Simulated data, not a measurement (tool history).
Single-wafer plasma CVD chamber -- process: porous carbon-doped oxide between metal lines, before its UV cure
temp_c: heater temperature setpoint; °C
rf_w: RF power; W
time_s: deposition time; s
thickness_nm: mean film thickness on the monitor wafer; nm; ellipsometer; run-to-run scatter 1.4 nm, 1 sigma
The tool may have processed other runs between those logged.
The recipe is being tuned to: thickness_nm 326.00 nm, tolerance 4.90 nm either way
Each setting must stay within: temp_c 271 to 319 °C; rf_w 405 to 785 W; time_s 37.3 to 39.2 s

run	hour	temp_c	rf_w	time_s	thickness_nm
1	0.0	295	595	39.2	258.57
2	7.6	289	595	39.2	266.04
3	13.3	299	595	39.2	251.05
4	22.1	294	595	39.2	257.16
5	27.2	290	615	39.2	272.28
6	32.7	282	615	39.2	285.66
7	39.6	271	690	39.2	332.92
8	40.7	275	685	39.2	320.86

5 next moves are on the table. One of them brings every result within its allowed miss. Which?
A	41.8	271	715	37.6	?
B	41.8	271	685	37.3	?
C	41.8	277	695	38.7	?
D	41.8	273	645	39.2	?
E	41.8	276	725	37.7	?

move	thickness_nm
A	325.80
B	314.96
C	315.37
D	314.10
E	317.69
A: hits every target within its allowed miss
B: further off than the last run
C: further off than the last run
D: further off than the last run
E: further off than the last run
Answer: A

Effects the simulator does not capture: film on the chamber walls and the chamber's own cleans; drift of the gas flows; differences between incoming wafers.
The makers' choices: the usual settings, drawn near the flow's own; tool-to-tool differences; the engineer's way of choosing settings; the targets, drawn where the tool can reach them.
